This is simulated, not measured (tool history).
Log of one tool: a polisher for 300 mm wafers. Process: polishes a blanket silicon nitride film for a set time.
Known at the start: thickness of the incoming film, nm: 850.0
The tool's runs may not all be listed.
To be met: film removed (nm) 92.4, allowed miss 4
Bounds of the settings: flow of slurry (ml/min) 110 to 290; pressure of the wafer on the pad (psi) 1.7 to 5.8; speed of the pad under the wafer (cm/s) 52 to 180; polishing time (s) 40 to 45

run  hour  flow of slurry (ml/min)  pressure of the wafer on the pad (psi)  speed of the pad under the wafer (cm/s)  polishing time (s)  film removed (nm)
  1     0                      185                                     3.7                                      116                  45             75.041
  2   6.6                      185                                     3.3                                      116                  45             67.284
  3  12.3                      185                                     3.8                                      116                  45             77.198
  4  16.4                      185                                     3.8                                      104                  45             71.796
  5  17.8                      185                                     4.4                                      104                  45             82.433
  6  19.7                      145                                     4.4                                      104                  45              77.86
  7  27.4                      150                                     4.5                                      104                  45             80.012
  8  31.1                      155                                     4.5                                      104                  45              82.81
  9    33                      160                                     4.5                                      104                  45             84.257
 10  40.4                      160                                     4.5                                      104                  45             83.582
 11  42.6                      165                                     4.5                                      104                  45             83.362
 12  45.4                      170                                     4.5                                      104                  45             84.001

Which of these 4 next moves meets every target?
  A  48.2                      165                                     4.6                                       88                  45                  ?
  B  48.2                      110                                       5                                      120                  43                  ?
  C  48.2                      210                                     5.5                                       74                  40                  ?
  D  48.2                      170                                     4.2                                      112                  42                  ?

move  film removed (nm)
   A             77.036
   B             91.852
   C             75.379
   D             77.417
A: further off than the last run
B: meets every target
C: further off than the last run
D: further off than the last run
Answer: B
